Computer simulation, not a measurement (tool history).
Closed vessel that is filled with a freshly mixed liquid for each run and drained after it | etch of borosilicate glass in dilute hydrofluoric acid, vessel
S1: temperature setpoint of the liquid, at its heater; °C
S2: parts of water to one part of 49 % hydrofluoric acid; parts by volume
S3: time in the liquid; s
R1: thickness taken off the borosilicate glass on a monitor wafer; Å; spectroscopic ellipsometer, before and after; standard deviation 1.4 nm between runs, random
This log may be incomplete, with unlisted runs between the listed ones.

run    day    S1  S2  S3      R1
  1      0    24  60  95  676.18
  2  0.108    25  55  95  775.18
  3  0.442    26  50  95  896.19
  4  0.542    27  50  95  910.22
  5  0.921  27.5  45  95  1060.2
  6  1.271  27.5  65  95  707.02
  7  1.388    28  60  95  797.03
  8  1.592  28.5  55  95   883.3

Run 9 comes next. What will it give?
  9  1.717  29  50  95   ?

Run 9 produced R1 1004.9 Å.
